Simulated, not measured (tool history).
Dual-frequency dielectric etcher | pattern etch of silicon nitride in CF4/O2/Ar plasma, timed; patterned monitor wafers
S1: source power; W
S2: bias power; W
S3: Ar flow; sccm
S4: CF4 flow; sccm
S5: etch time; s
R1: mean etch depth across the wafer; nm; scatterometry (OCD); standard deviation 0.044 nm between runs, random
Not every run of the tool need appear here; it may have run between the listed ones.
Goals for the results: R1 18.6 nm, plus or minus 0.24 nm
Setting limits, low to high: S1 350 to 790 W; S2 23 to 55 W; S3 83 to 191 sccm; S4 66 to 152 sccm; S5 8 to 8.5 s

run  hour   S1  S2   S3   S4   S5      R1
  1     0  570  39  137  109  8.5  16.342
  2   3.1  590  39  137  109  8.5  16.619
  3   7.4  610  39  137  109  8.5  17.051
  4  12.7  630  39  137  109  8.5  17.395
  5  13.8  630  39  121  109  8.5  17.657
  6  22.6  630  39  121  109    8  16.662
  7  23.2  650  39  121  109    8  17.055
  8  24.2  670  39  121  109    8  17.273
  9  27.2  670  39  121  109    8  17.325
 10  34.8  690  39  121  109    8  17.729
 11  37.7  700  39  121  109    8  17.825
 12  41.8  710  39  121  109    8  17.994

Which single option among these 5 for the next run brings every result within its allowed miss of target? Just one does.
  A  45.9  720  36  125  113    8   ?
  B  45.9  730  38  115  116    8   ?
  C  45.9  730  40  126   98    8   ?
  D  45.9  690  40  140  101  8.5   ?
  E  45.9  670  38  120  106    8   ?

move      R1
   A  17.763
   B  18.576
   C  17.926
   D  18.186
   E  17.077
A: lands further from the targets than the last run did
B: all results in spec
C: lands further from the targets than the last run did
D: an improvement on the last run, though not all results are within tolerance
E: lands further from the targets than the last run did
B meets every target.

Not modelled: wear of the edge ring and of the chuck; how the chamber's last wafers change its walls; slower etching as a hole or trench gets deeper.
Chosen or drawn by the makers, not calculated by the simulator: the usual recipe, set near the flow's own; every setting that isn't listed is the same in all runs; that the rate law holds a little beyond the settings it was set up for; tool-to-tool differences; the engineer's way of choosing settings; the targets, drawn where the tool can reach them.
